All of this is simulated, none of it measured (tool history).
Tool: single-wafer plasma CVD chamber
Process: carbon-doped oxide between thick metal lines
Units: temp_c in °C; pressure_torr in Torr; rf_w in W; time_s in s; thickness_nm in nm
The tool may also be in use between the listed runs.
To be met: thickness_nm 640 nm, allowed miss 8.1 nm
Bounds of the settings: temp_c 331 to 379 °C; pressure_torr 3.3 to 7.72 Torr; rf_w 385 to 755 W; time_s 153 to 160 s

run,hour,temp_c,pressure_torr,rf_w,time_s,thickness_nm
1,0,355,5.51,570,160,832.19
2,1.2,358,5.11,535,160,788.31
3,7.8,361,4.77,510,160,750.11
4,14.9,364,4.47,495,160,722.41
5,18.6,366,4.23,485,160,700.35
6,24.2,366,4.86,485,160,724.35
7,25.4,368,4.53,480,160,698.92
8,33.2,370,4.31,480,160,686.12

4 next moves are on the table. One of them brings every result within its allowed miss. Which?
A,41,373,4.83,450,156,?
B,41,375,4.02,450,153,?
C,41,377,4.41,465,153,?
D,41,371,3.58,470,160,?

move,thickness_nm
A,665.2
B,622.19
C,643.94
D,659.2
A: nearer than the last run, and not there yet
B: takes the result that was furthest off past its target
C: meets every target
D: nearer than the last run, and not there yet
Move C is the one to make.
